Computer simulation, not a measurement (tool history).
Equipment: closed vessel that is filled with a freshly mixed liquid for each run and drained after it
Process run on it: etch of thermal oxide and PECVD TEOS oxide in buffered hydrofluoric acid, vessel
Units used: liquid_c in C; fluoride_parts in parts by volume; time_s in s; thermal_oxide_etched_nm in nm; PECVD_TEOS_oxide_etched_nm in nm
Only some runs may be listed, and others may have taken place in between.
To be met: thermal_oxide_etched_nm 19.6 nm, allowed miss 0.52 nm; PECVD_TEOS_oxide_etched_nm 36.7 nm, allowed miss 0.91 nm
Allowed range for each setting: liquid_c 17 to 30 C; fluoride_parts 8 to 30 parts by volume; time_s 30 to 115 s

run	hour	liquid_c	fluoride_parts	time_s	thermal_oxide_etched_nm	PECVD_TEOS_oxide_etched_nm
1	0	22	22.5	60	27.695	52.35
2	4.8	23.5	22.5	60	29.895	56.335
3	9	22.5	23	60	28.204	52.22
4	15.4	21.5	23.5	60	26.052	48.885
5	24	24	23.5	60	30.003	56.692
6	25.3	24	28	60	26.957	49.569
7	32.4	23	28	60	25.523	47.344
8	33.6	22	28	60	23.999	44.5
9	35.2	21.5	28	60	23.542	43.123
10	39.6	21	28	60	22.382	42.534
11	42.8	20.5	28.5	60	21.504	40.413
12	45.1	20.5	28.5	60	22.069	40.304

Pick the move, out of 4, that brings all results within their allowed miss; only one does.
A	47.4	18.5	30	60	?	?
B	47.4	21.5	26.5	60	?	?
C	47.4	18	26.5	60	?	?
D	47.4	20.5	27.5	65	?	?

move	thermal_oxide_etched_nm	PECVD_TEOS_oxide_etched_nm
A	18.32	35.288
B	23.637	45.53
C	19.403	37.375
D	23.601	45.461
A: moves the result that the last run missed by most past its target, out the other side
B: moves away from the targets compared with the last run
C: all results land within tolerance of their targets
D: moves away from the targets compared with the last run
Correct choice: C, which meets every target

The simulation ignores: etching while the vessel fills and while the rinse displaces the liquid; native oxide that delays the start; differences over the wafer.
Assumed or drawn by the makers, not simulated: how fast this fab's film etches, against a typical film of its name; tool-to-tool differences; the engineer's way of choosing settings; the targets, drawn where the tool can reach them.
